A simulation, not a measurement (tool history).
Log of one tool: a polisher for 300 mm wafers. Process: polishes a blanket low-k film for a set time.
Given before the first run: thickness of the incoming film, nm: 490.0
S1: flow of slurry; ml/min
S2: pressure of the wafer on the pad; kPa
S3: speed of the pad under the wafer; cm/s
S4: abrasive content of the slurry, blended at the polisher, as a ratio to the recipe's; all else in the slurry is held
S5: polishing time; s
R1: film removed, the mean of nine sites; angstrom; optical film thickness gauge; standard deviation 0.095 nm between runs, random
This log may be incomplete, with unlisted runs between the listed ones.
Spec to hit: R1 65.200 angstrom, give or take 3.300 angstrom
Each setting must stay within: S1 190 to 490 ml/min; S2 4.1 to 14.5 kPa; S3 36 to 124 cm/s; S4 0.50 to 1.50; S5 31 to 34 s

{"run": 1, "hour": 0.0, "S1": 315, "S2": 9.0, "S3": 80, "S4": 1.0, "S5": 34, "R1": 81.528}
{"run": 2, "hour": 6.0, "S1": 315, "S2": 9.0, "S3": 94, "S4": 1.0, "S5": 34, "R1": 93.385}
{"run": 3, "hour": 9.7, "S1": 275, "S2": 9.0, "S3": 94, "S4": 1.0, "S5": 34, "R1": 89.47}
{"run": 4, "hour": 18.1, "S1": 275, "S2": 9.0, "S3": 106, "S4": 1.0, "S5": 34, "R1": 98.911}
{"run": 5, "hour": 18.9, "S1": 275, "S2": 9.0, "S3": 106, "S4": 1.0, "S5": 34, "R1": 97.751}
{"run": 6, "hour": 20.8, "S1": 275, "S2": 9.0, "S3": 118, "S4": 1.0, "S5": 34, "R1": 106.85}
{"run": 7, "hour": 21.6, "S1": 275, "S2": 8.3, "S3": 118, "S4": 1.0, "S5": 34, "R1": 102.72}
{"run": 8, "hour": 27.1, "S1": 270, "S2": 7.6, "S3": 116, "S4": 1.0, "S5": 34, "R1": 94.45}
{"run": 9, "hour": 32.1, "S1": 270, "S2": 6.9, "S3": 114, "S4": 1.0, "S5": 34, "R1": 88.881}
{"run": 10, "hour": 34.4, "S1": 270, "S2": 6.2, "S3": 112, "S4": 1.0, "S5": 34, "R1": 84.137}
{"run": 11, "hour": 39.2, "S1": 270, "S2": 5.5, "S3": 110, "S4": 1.0, "S5": 34, "R1": 74.324}

Which single option among these 4 for the next run brings every result within its allowed miss of target? Just one does.
{"run": "A", "hour": 44.0, "S1": 305, "S2": 5.5, "S3": 118, "S4": 1.05, "S5": 33, "R1": "?"}
{"run": "B", "hour": 44.0, "S1": 290, "S2": 4.1, "S3": 120, "S4": 1.0, "S5": 32, "R1": "?"}
{"run": "C", "hour": 44.0, "S1": 300, "S2": 7.6, "S3": 102, "S4": 1.05, "S5": 34, "R1": "?"}
{"run": "D", "hour": 44.0, "S1": 225, "S2": 7.6, "S3": 108, "S4": 1.15, "S5": 32, "R1": "?"}

move=A R1=78.437
move=B R1=63.671
move=C R1=87.990
move=D R1=88.477
A: further off than the last run
B: all results land within tolerance of their targets
C: further off than the last run
D: further off than the last run
Correct choice: B, which meets every target

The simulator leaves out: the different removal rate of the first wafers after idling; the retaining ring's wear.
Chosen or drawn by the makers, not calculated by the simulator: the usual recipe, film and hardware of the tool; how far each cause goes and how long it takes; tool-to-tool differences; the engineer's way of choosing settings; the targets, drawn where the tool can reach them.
